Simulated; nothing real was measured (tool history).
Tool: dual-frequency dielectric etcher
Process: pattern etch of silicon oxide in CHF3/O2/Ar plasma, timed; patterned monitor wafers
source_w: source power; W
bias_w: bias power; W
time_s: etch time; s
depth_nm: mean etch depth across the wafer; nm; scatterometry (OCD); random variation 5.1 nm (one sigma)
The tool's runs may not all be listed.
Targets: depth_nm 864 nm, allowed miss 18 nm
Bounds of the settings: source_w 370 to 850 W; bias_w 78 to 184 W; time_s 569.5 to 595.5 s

{"run": 1, "day": 0.0, "source_w": 610, "bias_w": 131, "time_s": 569.5, "depth_nm": 969.98}
{"run": 2, "day": 0.167, "source_w": 580, "bias_w": 129, "time_s": 569.5, "depth_nm": 954.73}
{"run": 3, "day": 0.508, "source_w": 550, "bias_w": 127, "time_s": 569.5, "depth_nm": 924.87}
{"run": 4, "day": 0.588, "source_w": 530, "bias_w": 126, "time_s": 569.5, "depth_nm": 924.82}
{"run": 5, "day": 0.833, "source_w": 510, "bias_w": 124, "time_s": 569.5, "depth_nm": 911.57}
{"run": 6, "day": 1.129, "source_w": 510, "bias_w": 124, "time_s": 595.5, "depth_nm": 954.68}
{"run": 7, "day": 1.375, "source_w": 490, "bias_w": 121, "time_s": 594.5, "depth_nm": 946.41}
{"run": 8, "day": 1.717, "source_w": 470, "bias_w": 118, "time_s": 593, "depth_nm": 932.44}
{"run": 9, "day": 1.829, "source_w": 460, "bias_w": 115, "time_s": 591, "depth_nm": 919.52}
{"run": 10, "day": 1.929, "source_w": 450, "bias_w": 113, "time_s": 589.5, "depth_nm": 903.74}
{"run": 11, "day": 2.038, "source_w": 440, "bias_w": 112, "time_s": 589, "depth_nm": 900.9}
{"run": 12, "day": 2.262, "source_w": 430, "bias_w": 111, "time_s": 588.5, "depth_nm": 897.36}

Which of these 4 next moves meets every target?
{"run": "A", "day": 2.488, "source_w": 380, "bias_w": 126, "time_s": 595.5, "depth_nm": "?"}
{"run": "B", "day": 2.488, "source_w": 410, "bias_w": 115, "time_s": 575, "depth_nm": "?"}
{"run": "C", "day": 2.488, "source_w": 500, "bias_w": 112, "time_s": 581.5, "depth_nm": "?"}
{"run": "D", "day": 2.488, "source_w": 480, "bias_w": 119, "time_s": 586.5, "depth_nm": "?"}

move=A depth_nm=902.87
move=B depth_nm=866.99
move=C depth_nm=909.61
move=D depth_nm=921.39
A: further off than the last run
B: meets every target
C: further off than the last run
D: further off than the last run
The right move is B.
